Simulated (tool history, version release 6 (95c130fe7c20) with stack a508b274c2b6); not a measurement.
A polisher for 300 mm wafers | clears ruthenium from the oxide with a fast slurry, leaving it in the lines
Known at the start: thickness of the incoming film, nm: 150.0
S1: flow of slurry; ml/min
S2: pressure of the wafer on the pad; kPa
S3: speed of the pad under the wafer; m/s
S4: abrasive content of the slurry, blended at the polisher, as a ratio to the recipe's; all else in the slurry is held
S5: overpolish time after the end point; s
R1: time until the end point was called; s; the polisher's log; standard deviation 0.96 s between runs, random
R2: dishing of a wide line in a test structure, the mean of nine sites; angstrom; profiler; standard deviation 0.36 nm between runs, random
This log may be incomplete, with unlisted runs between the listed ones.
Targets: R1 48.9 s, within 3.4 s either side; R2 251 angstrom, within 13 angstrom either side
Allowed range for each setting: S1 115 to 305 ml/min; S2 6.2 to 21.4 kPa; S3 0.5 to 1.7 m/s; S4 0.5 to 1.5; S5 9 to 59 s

run  hour   S1    S2    S3    S4  S5      R1      R2
  1     0  195  13.8   1.1     1  30  53.134  658.22
  2     1  195  16.5   1.1     1  30  45.143  736.66
  3   7.4  240  16.5   1.1     1  30   44.32   777.2
  4  12.9  240  16.5   1.1  1.15  30  41.109  785.95
  5  17.3  290  16.5   1.1  1.15  30  39.992  809.39
  6  19.6  290  16.5   1.1  1.15  20  40.346  576.38
  7  28.2  295  15.2  1.08   1.2  18  42.727  482.83
  8    37  295  13.8   1.1  1.25  16    43.2  434.85
  9  41.8  295  12.4  1.12   1.3  15  44.936  394.67
 10  44.5  295    11  1.14  1.35  14  47.214  356.22
 11  45.8  295  10.3  1.16   1.4  13  48.989  328.34
 12  47.6  295   9.7   1.2   1.4  12  47.641  298.91
 13  49.8  295   9.7  1.22   1.4  12  47.799  306.72
 14  56.1  295     9  1.24   1.4  11  48.257  281.98

5 next moves are on the table. One of them brings every result within its allowed miss. Which?
  A  62.4  300  8.3  1.24  1.35  13   ?   ?
  B  62.4  285    9  1.16   1.5   9   ?   ?
  C  62.4  295  6.2  1.48   1.5  10   ?   ?
  D  62.4  305  7.6   1.2   1.5  16   ?   ?
  E  62.4  285    9  1.34   1.2  13   ?   ?

move      R1      R2
   A  49.095  306.93
   B   48.37  219.54
   C  46.067  254.34
   D  50.901  360.32
   E  45.974  326.44
A: the biggest miss grows against the last run
B: moves the result that the last run missed by most past its target, out the other side
C: meets every target
D: the biggest miss grows against the last run
E: the biggest miss grows against the last run
So the answer is move C, the one that meets all the targets.

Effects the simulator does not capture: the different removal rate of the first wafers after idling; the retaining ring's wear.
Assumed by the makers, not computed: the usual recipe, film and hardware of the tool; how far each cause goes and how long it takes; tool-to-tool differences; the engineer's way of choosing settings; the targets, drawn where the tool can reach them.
